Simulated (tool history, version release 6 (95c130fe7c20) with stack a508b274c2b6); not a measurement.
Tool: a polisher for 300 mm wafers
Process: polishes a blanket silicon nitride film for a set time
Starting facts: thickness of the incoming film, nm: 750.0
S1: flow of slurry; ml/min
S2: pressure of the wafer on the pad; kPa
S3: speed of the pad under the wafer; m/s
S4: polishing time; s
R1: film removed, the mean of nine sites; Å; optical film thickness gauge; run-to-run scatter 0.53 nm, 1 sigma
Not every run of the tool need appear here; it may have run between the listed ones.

run  hour   S1    S2    S3  S4       R1
  1   0.0  160  33.1  1.28  43  1013.20
  2   7.8  155  27.6  1.26  43   843.76
  3   9.1  155  21.4  1.26  43   696.77
  4  16.7  150  19.3  1.26  43   640.86
  5  20.5  150  19.3  1.40  43   691.19
  6  21.4  150  19.3  1.16  43   597.20

Run 7 has not been measured yet. What should we expect?
  7  27.4  145  19.3  1.16  43   ?

R1: 596.26 Å
